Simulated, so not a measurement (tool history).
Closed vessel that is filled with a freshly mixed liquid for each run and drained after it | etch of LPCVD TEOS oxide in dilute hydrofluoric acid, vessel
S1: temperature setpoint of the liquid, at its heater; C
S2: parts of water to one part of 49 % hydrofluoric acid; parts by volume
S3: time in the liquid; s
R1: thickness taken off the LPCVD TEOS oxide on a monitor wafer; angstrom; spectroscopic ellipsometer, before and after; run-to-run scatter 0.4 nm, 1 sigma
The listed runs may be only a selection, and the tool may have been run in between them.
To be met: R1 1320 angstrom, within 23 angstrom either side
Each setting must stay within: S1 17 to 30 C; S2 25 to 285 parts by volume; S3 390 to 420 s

run  hour    S1   S2   S3      R1
  1     0    22  155  390  543.86
  2     3  19.5  155  390  491.54
  3   4.7  22.5  155  390  553.16
  4  10.1  22.5  155  390  553.24
  5  16.8  22.5  195  390  420.93
  6  18.1  22.5  195  420  453.77
  7  19.4  24.5  170  420  574.65
  8  27.1    26  145  420  731.87
  9  27.8    27  130  420  866.71
 10  29.2  27.5  120  420  970.05
 11  37.9  27.5  120  420  965.71
 12  45.4    28  115  420  1038.5
 13  47.1  28.5  110  420  1113.8
 14  51.8    29  105  420  1192.1
 15  58.1    30   95  420  1390.7
 16    63  29.5   95  420  1366.8

Which of these 4 next moves meets every target?
  A  67.9  29.5  90  420   ?
  B  67.9  27.5  85  420   ?
  C  67.9    30  90  405   ?
  D  67.9    27  90  420   ?

move      R1
   A    1458
   B  1439.6
   C  1432.9
   D  1324.5
A: moves away from the targets compared with the last run
B: moves away from the targets compared with the last run
C: moves away from the targets compared with the last run
D: all results in spec
Answer: D
